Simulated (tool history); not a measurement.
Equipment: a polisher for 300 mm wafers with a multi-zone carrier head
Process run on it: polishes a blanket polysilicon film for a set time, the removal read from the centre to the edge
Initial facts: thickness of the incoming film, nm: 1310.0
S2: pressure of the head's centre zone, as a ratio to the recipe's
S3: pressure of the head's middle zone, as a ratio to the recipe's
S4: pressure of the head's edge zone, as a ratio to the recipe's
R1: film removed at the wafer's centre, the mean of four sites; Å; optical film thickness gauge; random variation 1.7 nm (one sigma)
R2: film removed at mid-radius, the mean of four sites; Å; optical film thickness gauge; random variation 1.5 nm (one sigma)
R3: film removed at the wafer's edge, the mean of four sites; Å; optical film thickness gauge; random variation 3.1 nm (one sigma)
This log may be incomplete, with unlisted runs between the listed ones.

{"run": 1, "hour": 0.0, "flow of slurry (ml/min)": 175, "S2": 1.0, "S3": 1.0, "S4": 1.0, "polishing time (s)": 46, "R1": 4273.1, "R2": 3901.8, "R3": 3889.8}
{"run": 2, "hour": 5.6, "flow of slurry (ml/min)": 165, "S2": 0.96, "S3": 0.96, "S4": 1.0, "polishing time (s)": 40, "R1": 3531.7, "R2": 3268.0, "R3": 3312.3}
{"run": 3, "hour": 10.7, "flow of slurry (ml/min)": 165, "S2": 1.01, "S3": 0.96, "S4": 1.0, "polishing time (s)": 40, "R1": 3677.7, "R2": 3282.2, "R3": 3386.6}
{"run": 4, "hour": 18.0, "flow of slurry (ml/min)": 155, "S2": 0.98, "S3": 0.93, "S4": 1.03, "polishing time (s)": 36, "R1": 3165.0, "R2": 2835.9, "R3": 3015.2}
{"run": 5, "hour": 24.9, "flow of slurry (ml/min)": 145, "S2": 0.95, "S3": 0.9, "S4": 1.05, "polishing time (s)": 34, "R1": 2858.0, "R2": 2624.7, "R3": 2934.3}
{"run": 6, "hour": 30.3, "flow of slurry (ml/min)": 140, "S2": 0.94, "S3": 0.88, "S4": 1.05, "polishing time (s)": 31, "R1": 2602.6, "R2": 2276.4, "R3": 2683.3}
{"run": 7, "hour": 34.0, "flow of slurry (ml/min)": 135, "S2": 0.91, "S3": 0.88, "S4": 1.04, "polishing time (s)": 30, "R1": 2390.4, "R2": 2186.1, "R3": 2571.3}
{"run": 8, "hour": 36.3, "flow of slurry (ml/min)": 130, "S2": 0.89, "S3": 0.87, "S4": 1.01, "polishing time (s)": 30, "R1": 2347.1, "R2": 2179.9, "R3": 2547.4}
{"run": 9, "hour": 38.2, "flow of slurry (ml/min)": 130, "S2": 0.88, "S3": 0.86, "S4": 0.99, "polishing time (s)": 29, "R1": 2239.4, "R2": 2081.8, "R3": 2416.0}
{"run": 10, "hour": 40.4, "flow of slurry (ml/min)": 125, "S2": 0.87, "S3": 0.85, "S4": 0.98, "polishing time (s)": 29, "R1": 2177.9, "R2": 2060.2, "R3": 2329.5}
{"run": 11, "hour": 48.3, "flow of slurry (ml/min)": 125, "S2": 0.87, "S3": 0.84, "S4": 0.98, "polishing time (s)": 29, "R1": 2220.6, "R2": 2023.1, "R3": 2391.0}
{"run": 12, "hour": 52.2, "flow of slurry (ml/min)": 120, "S2": 0.86, "S3": 0.83, "S4": 0.97, "polishing time (s)": 29, "R1": 2182.6, "R2": 1977.6, "R3": 2313.1}
{"run": 13, "hour": 59.0, "flow of slurry (ml/min)": 110, "S2": 0.81, "S3": 0.81, "S4": 1.0, "polishing time (s)": 27, "R1": 1867.8, "R2": 1775.2, "R3": 2168.6}
{"run": 14, "hour": 61.5, "flow of slurry (ml/min)": 115, "S2": 0.81, "S3": 0.81, "S4": 1.0, "polishing time (s)": 27, "R1": 1907.1, "R2": 1808.9, "R3": 2222.8}
{"hour": 62.7, "done": "centre zone pressure recalibrated"}
{"run": 15, "hour": 62.7, "flow of slurry (ml/min)": 120, "S2": 0.81, "S3": 0.81, "S4": 0.99, "polishing time (s)": 27, "R1": 1743.5, "R2": 1820.3, "R3": 2177.0}
{"run": 16, "hour": 70.5, "flow of slurry (ml/min)": 120, "S2": 0.81, "S3": 0.81, "S4": 0.99, "polishing time (s)": 27, "R1": 1725.9, "R2": 1811.7, "R3": 2213.6}

Estimate the outcome of run 17 from the log above:
{"run": 17, "hour": 72.4, "flow of slurry (ml/min)": 120, "S2": 0.82, "S3": 0.82, "S4": 0.99, "polishing time (s)": 27, "R1": "?", "R2": "?", "R3": "?"}

R1: 1750.0 Å
R2: 1852.2 Å
R3: 2193.3 Å

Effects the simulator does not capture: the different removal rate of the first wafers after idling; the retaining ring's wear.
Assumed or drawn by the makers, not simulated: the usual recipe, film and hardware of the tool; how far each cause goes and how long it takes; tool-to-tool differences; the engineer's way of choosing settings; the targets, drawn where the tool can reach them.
